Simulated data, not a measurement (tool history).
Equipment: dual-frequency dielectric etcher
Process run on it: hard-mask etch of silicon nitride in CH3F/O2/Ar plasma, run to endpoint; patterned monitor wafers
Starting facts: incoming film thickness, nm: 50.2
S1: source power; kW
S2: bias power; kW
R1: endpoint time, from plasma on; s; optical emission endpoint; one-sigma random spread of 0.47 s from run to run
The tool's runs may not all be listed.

run	hour	S1	S2	R1
1	0	0.51	0.095	56.295
2	7.2	0.58	0.095	51.221
3	12.4	0.58	0.079	54.854
4	18.3	0.66	0.079	50.921
5	18.8	0.66	0.063	53.343
6	27.6	0.63	0.062	55.098

Estimate the outcome of run 7 from the log above:
7	31.7	0.6	0.061	?

Logged for run 7: R1 57.312 s.
